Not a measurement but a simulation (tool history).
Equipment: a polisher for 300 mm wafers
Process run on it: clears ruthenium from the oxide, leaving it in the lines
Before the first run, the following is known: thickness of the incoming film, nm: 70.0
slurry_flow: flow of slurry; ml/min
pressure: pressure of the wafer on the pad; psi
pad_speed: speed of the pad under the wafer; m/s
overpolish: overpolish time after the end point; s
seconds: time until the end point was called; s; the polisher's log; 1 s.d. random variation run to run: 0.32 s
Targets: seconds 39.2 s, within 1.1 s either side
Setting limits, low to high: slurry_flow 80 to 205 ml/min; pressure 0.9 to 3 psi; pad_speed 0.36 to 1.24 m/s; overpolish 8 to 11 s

Run 1, hour 0: slurry_flow 135 ml/min, pressure 1.9 psi, pad_speed 0.8 m/s, overpolish 11 s. Result: seconds 80.645 s.
Run 2, hour 2.7: slurry_flow 145 ml/min, pressure 2.3 psi, pad_speed 0.82 m/s, overpolish 11 s. Result: seconds 64.904 s.
Run 3, hour 6.9: slurry_flow 145 ml/min, pressure 2.7 psi, pad_speed 0.82 m/s, overpolish 11 s. Result: seconds 56.476 s.
Run 4, hour 10: slurry_flow 165 ml/min, pressure 2.7 psi, pad_speed 0.82 m/s, overpolish 11 s. Result: seconds 54.737 s.
Run 5, hour 12.1: slurry_flow 170 ml/min, pressure 2.8 psi, pad_speed 0.88 m/s, overpolish 11 s. Result: seconds 48.953 s.
Run 6, hour 12.9: slurry_flow 155 ml/min, pressure 2.8 psi, pad_speed 0.88 m/s, overpolish 11 s. Result: seconds 50.871 s.
Run 7, hour 21.4: slurry_flow 165 ml/min, pressure 2.9 psi, pad_speed 0.92 m/s, overpolish 11 s. Result: seconds 46.147 s.
Run 8, hour 29.8: slurry_flow 170 ml/min, pressure 2.9 psi, pad_speed 0.96 m/s, overpolish 11 s. Result: seconds 44.037 s.
Run 9, hour 34.1: slurry_flow 175 ml/min, pressure 2.9 psi, pad_speed 0.98 m/s, overpolish 11 s. Result: seconds 42.477 s.
Run 10, hour 37: slurry_flow 180 ml/min, pressure 2.9 psi, pad_speed 0.98 m/s, overpolish 11 s. Result: seconds 42.764 s.
Run 11, hour 37.5: slurry_flow 180 ml/min, pressure 2.9 psi, pad_speed 0.98 m/s, overpolish 11 s. Result: seconds 42.407 s.
Run 12, hour 43.4: slurry_flow 185 ml/min, pressure 2.9 psi, pad_speed 0.98 m/s, overpolish 11 s. Result: seconds 42.476 s.
Run 13, hour 47.6: slurry_flow 185 ml/min, pressure 2.9 psi, pad_speed 1 m/s, overpolish 11 s. Result: seconds 42.154 s.
Run 14, hour 48.2: slurry_flow 185 ml/min, pressure 2.9 psi, pad_speed 1.02 m/s, overpolish 11 s. Result: seconds 40.869 s.

5 next moves are on the table. One of them brings every result within its allowed miss. Which?
Run A, hour 48.8: slurry_flow 160 ml/min, pressure 3 psi, pad_speed 0.92 m/s, overpolish 8 s. Result: seconds ?.
Run B, hour 48.8: slurry_flow 200 ml/min, pressure 2.7 psi, pad_speed 1.12 m/s, overpolish 11 s. Result: seconds ?.
Run C, hour 48.8: slurry_flow 175 ml/min, pressure 2.6 psi, pad_speed 1.12 m/s, overpolish 11 s. Result: seconds ?.
Run D, hour 48.8: slurry_flow 180 ml/min, pressure 2.6 psi, pad_speed 1.06 m/s, overpolish 11 s. Result: seconds ?.
Run E, hour 48.8: slurry_flow 135 ml/min, pressure 3 psi, pad_speed 0.98 m/s, overpolish 11 s. Result: seconds ?.

move  seconds
   A   44.631
   B   39.322
   C   41.548
   D   43.656
   E   43.326
A: further off than the last run
B: every result lands within tolerance
C: further off than the last run
D: further off than the last run
E: further off than the last run
Correct choice: B, which meets every target

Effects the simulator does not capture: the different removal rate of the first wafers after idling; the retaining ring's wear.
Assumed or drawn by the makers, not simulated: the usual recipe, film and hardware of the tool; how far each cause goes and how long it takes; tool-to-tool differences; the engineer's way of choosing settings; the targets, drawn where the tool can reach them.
